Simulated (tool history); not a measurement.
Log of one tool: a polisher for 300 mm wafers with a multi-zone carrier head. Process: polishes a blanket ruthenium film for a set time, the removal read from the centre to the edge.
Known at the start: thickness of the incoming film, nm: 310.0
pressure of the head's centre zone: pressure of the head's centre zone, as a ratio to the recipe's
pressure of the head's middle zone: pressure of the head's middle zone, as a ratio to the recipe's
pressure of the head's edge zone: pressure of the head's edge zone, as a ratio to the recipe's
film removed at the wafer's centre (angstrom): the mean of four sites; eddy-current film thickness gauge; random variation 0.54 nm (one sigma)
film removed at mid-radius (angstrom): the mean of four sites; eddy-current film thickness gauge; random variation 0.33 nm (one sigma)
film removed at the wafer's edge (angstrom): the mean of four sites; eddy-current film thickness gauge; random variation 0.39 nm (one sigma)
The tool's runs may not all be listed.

run	day	flow of slurry (ml/min)	pressure of the head's centre zone	pressure of the head's middle zone	pressure of the head's edge zone	polishing time (s)	film removed at the wafer's centre (angstrom)	film removed at mid-radius (angstrom)	film removed at the wafer's edge (angstrom)
1	0.000	305	1.00	1.00	1.00	65	527.46	502.62	538.03
2	0.371	305	1.00	1.00	1.00	51	417.96	396.55	423.37
3	0.462	350	1.00	1.00	1.00	51	424.87	403.27	428.69
4	0.679	350	1.02	0.99	0.99	51	428.08	398.53	418.65
5	0.817	350	1.04	0.98	0.99	51	442.11	397.19	424.84
6	1.021	350	1.05	0.97	0.98	51	441.98	394.17	428.59

Forecast run 7:
7	1.212	355	1.07	0.97	0.97	51	?	?	?

film removed at the wafer's centre (angstrom): 452.39
film removed at mid-radius (angstrom): 395.00
film removed at the wafer's edge (angstrom): 422.16
